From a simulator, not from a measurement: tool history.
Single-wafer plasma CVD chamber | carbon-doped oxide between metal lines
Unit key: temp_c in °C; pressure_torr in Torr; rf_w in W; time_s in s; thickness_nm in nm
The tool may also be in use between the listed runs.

run	hour	temp_c	pressure_torr	rf_w	time_s	thickness_nm
1	0.0	345	4.58	610	14.2	80.999
2	2.1	342	4.88	630	14.2	83.489
3	9.5	342	4.88	590	14.2	81.041
4	17.1	342	4.88	590	13.5	76.135
5	19.9	342	5.66	590	13.5	77.402
6	24.7	342	5.66	590	13.5	77.857
7	26.7	340	5.75	630	13.6	83.137

Run 8 has not been measured yet. What should we expect?
8	33.7	337	5.87	645	13.6	?

thickness_nm: 84.479 nm
